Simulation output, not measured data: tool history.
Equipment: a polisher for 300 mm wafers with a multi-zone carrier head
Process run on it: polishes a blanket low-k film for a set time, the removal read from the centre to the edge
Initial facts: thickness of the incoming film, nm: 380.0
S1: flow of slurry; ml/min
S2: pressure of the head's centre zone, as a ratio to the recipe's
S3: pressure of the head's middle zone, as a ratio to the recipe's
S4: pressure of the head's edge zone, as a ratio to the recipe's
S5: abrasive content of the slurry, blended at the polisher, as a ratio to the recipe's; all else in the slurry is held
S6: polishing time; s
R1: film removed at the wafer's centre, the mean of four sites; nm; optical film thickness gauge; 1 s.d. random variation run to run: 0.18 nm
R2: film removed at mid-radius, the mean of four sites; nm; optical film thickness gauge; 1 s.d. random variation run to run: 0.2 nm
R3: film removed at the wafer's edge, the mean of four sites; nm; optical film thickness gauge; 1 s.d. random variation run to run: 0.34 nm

{"run": 1, "hour": 0.0, "S1": 300, "S2": 1, "S3": 1, "S4": 1, "S5": 1, "S6": 49, "R1": 20.48, "R2": 21.046, "R3": 21.322}
{"run": 2, "hour": 4.1, "S1": 300, "S2": 1, "S3": 1, "S4": 1, "S5": 1, "S6": 43, "R1": 17.968, "R2": 18.563, "R3": 17.927}
{"run": 3, "hour": 5.2, "S1": 295, "S2": 1.01, "S3": 1.01, "S4": 1.03, "S5": 1.1, "S6": 44, "R1": 19.236, "R2": 19.417, "R3": 19.25}
{"run": 4, "hour": 7.6, "S1": 230, "S2": 1.01, "S3": 1.01, "S4": 1.03, "S5": 1.1, "S6": 44, "R1": 18.655, "R2": 18.926, "R3": 18.953}
{"run": 5, "hour": 15.6, "S1": 230, "S2": 1.01, "S3": 1.01, "S4": 1.03, "S5": 1, "S6": 44, "R1": 18.114, "R2": 18.586, "R3": 18.627}
{"run": 6, "hour": 18.2, "S1": 280, "S2": 1.01, "S3": 1.01, "S4": 1.03, "S5": 1, "S6": 44, "R1": 18.614, "R2": 18.659, "R3": 18.821}
{"run": 7, "hour": 26.6, "S1": 275, "S2": 1.01, "S3": 1.03, "S4": 1.05, "S5": 1.1, "S6": 46, "R1": 19.922, "R2": 20.517, "R3": 20.553}
{"run": 8, "hour": 34.4, "S1": 275, "S2": 1.02, "S3": 1.05, "S4": 1.07, "S5": 1.15, "S6": 47, "R1": 20.661, "R2": 21.376, "R3": 21.382}
{"run": 9, "hour": 39.3, "S1": 280, "S2": 1.03, "S3": 1.06, "S4": 1.09, "S5": 1.2, "S6": 48, "R1": 21.807, "R2": 22.301, "R3": 22.366}
{"run": 10, "hour": 47.4, "S1": 285, "S2": 1.03, "S3": 1.07, "S4": 1.11, "S5": 1.25, "S6": 49, "R1": 22.703, "R2": 23.31, "R3": 23.255}
{"run": 11, "hour": 55.0, "S1": 285, "S2": 1.03, "S3": 1.07, "S4": 1.12, "S5": 1.3, "S6": 50, "R1": 23.194, "R2": 24.094, "R3": 24.354}

Run 12 comes next. What will it give?
{"run": 12, "hour": 57.6, "S1": 290, "S2": 1.04, "S3": 1.07, "S4": 1.13, "S5": 1.35, "S6": 51, "R1": "?", "R2": "?", "R3": "?"}

R1: 24.231 nm
R2: 25.116 nm
R3: 25.337 nm

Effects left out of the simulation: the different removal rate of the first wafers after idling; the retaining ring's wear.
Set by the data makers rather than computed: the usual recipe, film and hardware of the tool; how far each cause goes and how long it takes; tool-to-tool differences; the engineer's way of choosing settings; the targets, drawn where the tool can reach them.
